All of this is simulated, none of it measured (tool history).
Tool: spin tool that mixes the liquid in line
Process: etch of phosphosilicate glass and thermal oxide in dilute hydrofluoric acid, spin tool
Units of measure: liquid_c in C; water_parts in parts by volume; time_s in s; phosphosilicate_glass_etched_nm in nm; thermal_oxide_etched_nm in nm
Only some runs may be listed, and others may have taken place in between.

| run | hour | liquid_c | water_parts | time_s | phosphosilicate_glass_etched_nm | thermal_oxide_etched_nm |
|---|---|---|---|---|---|---|
| 1 | 0.0 | 23.0 | 240 | 30 | 11.7020 | 0.45211 |
| 2 | 1.1 | 25.0 | 240 | 30 | 12.7840 | 0.56150 |
| 3 | 8.5 | 25.0 | 240 | 20 | 8.5055 | 0.35992 |
| 4 | 16.6 | 25.0 | 240 | 25 | 10.6250 | 0.42801 |
| 5 | 17.2 | 24.5 | 240 | 25 | 10.3880 | 0.39991 |
| 6 | 19.6 | 24.5 | 245 | 25 | 10.1200 | 0.38950 |
| 7 | 20.9 | 24.5 | 250 | 25 | 10.0140 | 0.41139 |

What will run 8 give?
| 8 | 22.1 | 24.0 | 250 | 25 | ? | ? |

phosphosilicate_glass_etched_nm: 9.8022 nm
thermal_oxide_etched_nm: 0.36531 nm
